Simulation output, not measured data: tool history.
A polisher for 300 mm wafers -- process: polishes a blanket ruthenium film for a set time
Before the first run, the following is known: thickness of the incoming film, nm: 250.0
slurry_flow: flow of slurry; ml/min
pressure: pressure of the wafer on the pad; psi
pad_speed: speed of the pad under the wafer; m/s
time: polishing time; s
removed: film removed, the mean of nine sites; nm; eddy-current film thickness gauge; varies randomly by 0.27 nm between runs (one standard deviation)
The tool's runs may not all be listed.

Run 1, hour 0.0: slurry_flow 240 ml/min, pressure 1.9 psi, pad_speed 0.90 m/s, time 50 s. Result: removed 41.423 nm.
Run 2, hour 8.5: slurry_flow 240 ml/min, pressure 1.9 psi, pad_speed 0.90 m/s, time 52 s. Result: removed 44.715 nm.
Run 3, hour 12.2: slurry_flow 240 ml/min, pressure 1.9 psi, pad_speed 0.78 m/s, time 52 s. Result: removed 37.746 nm.
Run 4, hour 17.4: slurry_flow 240 ml/min, pressure 2.1 psi, pad_speed 0.78 m/s, time 52 s. Result: removed 40.823 nm.
Run 5, hour 18.5: slurry_flow 240 ml/min, pressure 1.7 psi, pad_speed 0.74 m/s, time 52 s. Result: removed 33.463 nm.
Run 6, hour 20.8: slurry_flow 240 ml/min, pressure 1.7 psi, pad_speed 0.74 m/s, time 50 s. Result: removed 31.604 nm.

Run 7 comes next. What will it give?
Run 7, hour 27.0: slurry_flow 240 ml/min, pressure 1.5 psi, pad_speed 0.72 m/s, time 50 s. Result: removed ?.

removed: 27.816 nm

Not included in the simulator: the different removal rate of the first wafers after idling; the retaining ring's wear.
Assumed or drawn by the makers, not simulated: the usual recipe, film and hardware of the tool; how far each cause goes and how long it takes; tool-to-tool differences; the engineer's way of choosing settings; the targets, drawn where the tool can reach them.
